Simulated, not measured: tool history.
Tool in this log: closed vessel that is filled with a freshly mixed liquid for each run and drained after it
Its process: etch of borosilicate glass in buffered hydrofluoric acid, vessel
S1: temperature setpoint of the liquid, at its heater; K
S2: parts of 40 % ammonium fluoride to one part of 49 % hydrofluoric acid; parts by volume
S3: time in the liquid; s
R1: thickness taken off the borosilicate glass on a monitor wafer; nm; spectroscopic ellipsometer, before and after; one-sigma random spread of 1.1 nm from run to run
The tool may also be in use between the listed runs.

| run | day | S1 | S2 | S3 | R1 |
|---|---|---|---|---|---|
| 1 | 0 | 297.15 | 22.5 | 90 | 53.565 |
| 2 | 0.079 | 298.15 | 21 | 90 | 60.123 |
| 3 | 0.404 | 298.15 | 21 | 95 | 62.286 |
| 4 | 0.725 | 298.15 | 21 | 95 | 62.561 |
| 5 | 0.896 | 298.15 | 21 | 90 | 58.916 |
| 6 | 1.088 | 300.15 | 21 | 90 | 64.765 |
| 7 | 1.371 | 300.65 | 19.5 | 90 | 72.196 |
| 8 | 1.571 | 304.65 | 12.5 | 90 | 139.09 |

Expected results for the next run?
| 9 | 1.908 | 303.65 | 12.5 | 90 | ? |

Run 9 gave R1 131.07 nm.

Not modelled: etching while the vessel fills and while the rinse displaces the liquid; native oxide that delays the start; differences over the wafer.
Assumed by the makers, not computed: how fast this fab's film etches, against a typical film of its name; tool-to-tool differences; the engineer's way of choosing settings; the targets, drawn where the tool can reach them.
